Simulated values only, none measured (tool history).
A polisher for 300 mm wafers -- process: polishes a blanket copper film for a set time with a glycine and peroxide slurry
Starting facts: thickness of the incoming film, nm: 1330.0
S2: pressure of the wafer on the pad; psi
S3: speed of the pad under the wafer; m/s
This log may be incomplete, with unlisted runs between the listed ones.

{"run": 1, "day": 0.0, "flow of slurry (ml/min)": 305, "S2": 2.9, "S3": 1.12, "polishing time (s)": 69, "film removed (Å)": 5162.5}
{"run": 2, "day": 0.15, "flow of slurry (ml/min)": 305, "S2": 3.0, "S3": 1.12, "polishing time (s)": 69, "film removed (Å)": 5389.4}
{"run": 3, "day": 0.475, "flow of slurry (ml/min)": 305, "S2": 3.1, "S3": 1.12, "polishing time (s)": 69, "film removed (Å)": 5472.4}
{"run": 4, "day": 0.821, "flow of slurry (ml/min)": 305, "S2": 3.1, "S3": 1.38, "polishing time (s)": 69, "film removed (Å)": 6335.2}
{"run": 5, "day": 0.938, "flow of slurry (ml/min)": 310, "S2": 3.2, "S3": 1.38, "polishing time (s)": 69, "film removed (Å)": 6496.2}
{"run": 6, "day": 1.208, "flow of slurry (ml/min)": 310, "S2": 3.2, "S3": 1.66, "polishing time (s)": 69, "film removed (Å)": 7485.5}
{"run": 7, "day": 1.458, "flow of slurry (ml/min)": 310, "S2": 3.1, "S3": 1.66, "polishing time (s)": 69, "film removed (Å)": 7202.7}

Run 8 is up next; what results do you expect?
{"run": 8, "day": 1.575, "flow of slurry (ml/min)": 310, "S2": 3.0, "S3": 1.66, "polishing time (s)": 69, "film removed (Å)": "?"}

Run 8 measured film removed (Å) 6971.7.
